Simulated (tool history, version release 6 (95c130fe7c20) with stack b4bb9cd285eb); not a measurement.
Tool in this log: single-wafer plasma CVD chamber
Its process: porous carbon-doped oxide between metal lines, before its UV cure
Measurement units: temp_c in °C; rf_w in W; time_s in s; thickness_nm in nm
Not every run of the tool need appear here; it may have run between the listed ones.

run,hour,temp_c,rf_w,time_s,thickness_nm
1,0.0,315,575,22.8,118.42
2,7.8,315,510,22.8,108.09
3,16.1,311,540,22.8,114.47
4,18.3,308,570,22.8,121.67
5,26.5,305,590,22.8,126.77
6,28.2,305,590,21.7,121.41

Estimate the outcome of run 7 from the log above:
7,34.3,305,590,21.7,?

{"run 7": {"thickness_nm": 121.21}}
